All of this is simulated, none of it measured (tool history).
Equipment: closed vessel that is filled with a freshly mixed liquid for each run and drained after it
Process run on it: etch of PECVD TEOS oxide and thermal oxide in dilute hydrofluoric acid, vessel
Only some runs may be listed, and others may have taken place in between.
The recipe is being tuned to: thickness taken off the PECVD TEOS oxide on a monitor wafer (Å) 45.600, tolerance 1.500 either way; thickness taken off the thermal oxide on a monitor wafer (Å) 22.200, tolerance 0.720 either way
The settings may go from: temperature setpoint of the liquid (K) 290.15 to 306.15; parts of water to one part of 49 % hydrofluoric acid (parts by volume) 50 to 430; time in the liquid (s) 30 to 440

run    day  temperature setpoint of the liquid (K)  parts of water to one part of 49 % hydrofluoric acid (parts by volume)  time in the liquid (s)  thickness taken off the PECVD TEOS oxide on a monitor wafer (Å)  thickness taken off the thermal oxide on a monitor wafer (Å)
  1  0.000                                  298.15                                                                     240                     225                                                           81.536                                                        39.525
  2  0.246                                  298.15                                                                     240                     290                                                          104.630                                                        50.956
  3  0.321                                  298.15                                                                     240                     200                                                           73.232                                                        35.575
  4  0.388                                  299.65                                                                     240                     200                                                           75.855                                                        37.485
  5  0.688                                  298.65                                                                     255                     200                                                           67.988                                                        33.433
  6  1.054                                  297.15                                                                     265                     200                                                           62.065                                                        29.882
  7  1.167                                  296.65                                                                     275                     200                                                           58.660                                                        27.976
  8  1.425                                  296.65                                                                     285                     200                                                           55.168                                                        26.808
  9  1.546                                  296.15                                                                     290                     200                                                           53.945                                                        26.114

Which of these 4 next moves meets every target?
  A  1.667                                  295.65                                                                     195                     100                                                                ?                                                             ?
  B  1.667                                  301.65                                                                     310                     220                                                                ?                                                             ?
  C  1.667                                  295.15                                                                     275                     165                                                                ?                                                             ?
  D  1.667                                  306.15                                                                     330                     210                                                                ?                                                             ?

move  thickness taken off the PECVD TEOS oxide on a monitor wafer (Å)  thickness taken off the thermal oxide on a monitor wafer (Å)
   A                                                           42.740                                                        21.178
   B                                                           64.709                                                        32.064
   C                                                           45.327                                                        22.460
   D                                                           65.408                                                        32.411
A: moves the result that the last run missed by most past its target, out the other side
B: the biggest miss grows against the last run
C: each result inside its tolerance
D: the biggest miss grows against the last run
So the answer is move C, the one that meets all the targets.
